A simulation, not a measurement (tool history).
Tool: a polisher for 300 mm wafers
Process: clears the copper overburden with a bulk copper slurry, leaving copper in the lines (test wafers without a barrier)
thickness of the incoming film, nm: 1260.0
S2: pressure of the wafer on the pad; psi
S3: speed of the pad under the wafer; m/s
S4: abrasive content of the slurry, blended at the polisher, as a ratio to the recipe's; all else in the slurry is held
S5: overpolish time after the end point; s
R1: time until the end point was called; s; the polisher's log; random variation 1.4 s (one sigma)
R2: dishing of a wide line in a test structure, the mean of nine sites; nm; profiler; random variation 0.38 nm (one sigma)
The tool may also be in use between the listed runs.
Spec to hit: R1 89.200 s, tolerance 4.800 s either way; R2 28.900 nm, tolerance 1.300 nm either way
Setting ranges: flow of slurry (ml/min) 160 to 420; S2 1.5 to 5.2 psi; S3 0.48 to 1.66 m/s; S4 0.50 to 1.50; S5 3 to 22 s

run 1 hour=0.0 | flow_of_slurry_(ml/min)=270 S2=3.3 S3=1.06 S4=1.00 S5=11 | R1=128.830 R2=60.040
run 2 hour=0.9 | flow_of_slurry_(ml/min)=275 S2=2.8 S3=1.22 S4=1.10 S5=9 | R1=127.170 R2=51.999
run 3 hour=7.5 | flow_of_slurry_(ml/min)=310 S2=2.5 S3=1.34 S4=1.20 S5=7 | R1=128.480 R2=43.090
run 4 hour=12.7 | flow_of_slurry_(ml/min)=310 S2=2.5 S3=1.34 S4=1.20 S5=11 | R1=125.830 R2=58.837
run 5 hour=16.9 | flow_of_slurry_(ml/min)=310 S2=3.3 S3=1.34 S4=1.20 S5=11 | R1=97.816 R2=72.170
run 6 hour=21.6 | flow_of_slurry_(ml/min)=340 S2=2.9 S3=1.42 S4=1.30 S5=9 | R1=101.700 R2=62.479
run 7 hour=23.8 | flow_of_slurry_(ml/min)=290 S2=2.8 S3=1.48 S4=1.10 S5=7 | R1=105.010 R2=48.559
run 8 hour=32.1 | flow_of_slurry_(ml/min)=255 S2=2.8 S3=1.52 S4=0.95 S5=6 | R1=104.620 R2=43.944
run 9 hour=38.3 | flow_of_slurry_(ml/min)=230 S2=2.8 S3=1.56 S4=0.85 S5=5 | R1=110.540 R2=37.283
run 10 hour=43.9 | flow_of_slurry_(ml/min)=210 S2=3.0 S3=1.58 S4=0.75 S5=4 | R1=104.830 R2=31.547

Pick the move, out of 4, that brings all results within their allowed miss; only one does.
run A hour=49.5 | flow_of_slurry_(ml/min)=270 S2=3.3 S3=1.66 S4=0.70 S5=3 | R1=? R2=?
run B hour=49.5 | flow_of_slurry_(ml/min)=200 S2=3.1 S3=1.62 S4=0.65 S5=3 | R1=? R2=?
run C hour=49.5 | flow_of_slurry_(ml/min)=160 S2=3.2 S3=1.64 S4=0.80 S5=3 | R1=? R2=?
run D hour=49.5 | flow_of_slurry_(ml/min)=235 S2=3.1 S3=1.62 S4=0.80 S5=4 | R1=? R2=?

move=A R1=88.839 R2=28.849
move=B R1=102.000 R2=25.522
move=C R1=96.407 R2=26.842
move=D R1=95.130 R2=34.686
A: hits every target within its allowed miss
B: closes in on the targets versus the last run, not all within tolerance yet
C: closes in on the targets versus the last run, not all within tolerance yet
D: further off than the last run
Correct choice: A, which meets every target
